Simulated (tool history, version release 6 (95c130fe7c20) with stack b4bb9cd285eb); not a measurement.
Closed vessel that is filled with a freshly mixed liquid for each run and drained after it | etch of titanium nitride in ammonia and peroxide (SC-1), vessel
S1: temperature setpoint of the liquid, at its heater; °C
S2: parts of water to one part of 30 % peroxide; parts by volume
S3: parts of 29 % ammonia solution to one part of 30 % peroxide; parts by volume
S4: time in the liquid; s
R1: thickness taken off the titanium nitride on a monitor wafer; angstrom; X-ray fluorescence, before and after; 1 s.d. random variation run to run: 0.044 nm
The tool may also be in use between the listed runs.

run 1 hour=0 | S1=51 S2=7.5 S3=0.45 S4=135 | R1=101.4
run 2 hour=5.7 | S1=51 S2=7.5 S3=0.6 S4=135 | R1=106.29
run 3 hour=11.9 | S1=57 S2=7.5 S3=0.6 S4=135 | R1=158.49
run 4 hour=19.8 | S1=57 S2=7.5 S3=0.6 S4=135 | R1=161.08
run 5 hour=25.7 | S1=54.5 S2=7.5 S3=0.6 S4=135 | R1=133.95
run 6 hour=26.6 | S1=54.5 S2=7.5 S3=0.75 S4=135 | R1=138.12
run 7 hour=27.7 | S1=52 S2=7.5 S3=0.75 S4=135 | R1=117.34
run 8 hour=30.6 | S1=50 S2=7.5 S3=0.75 S4=135 | R1=101.39

What will run 9 give?
run 9 hour=38.3 | S1=48.5 S2=7.5 S3=0.75 S4=135 | R1=?

{"run 9": {"R1": 90.272}}

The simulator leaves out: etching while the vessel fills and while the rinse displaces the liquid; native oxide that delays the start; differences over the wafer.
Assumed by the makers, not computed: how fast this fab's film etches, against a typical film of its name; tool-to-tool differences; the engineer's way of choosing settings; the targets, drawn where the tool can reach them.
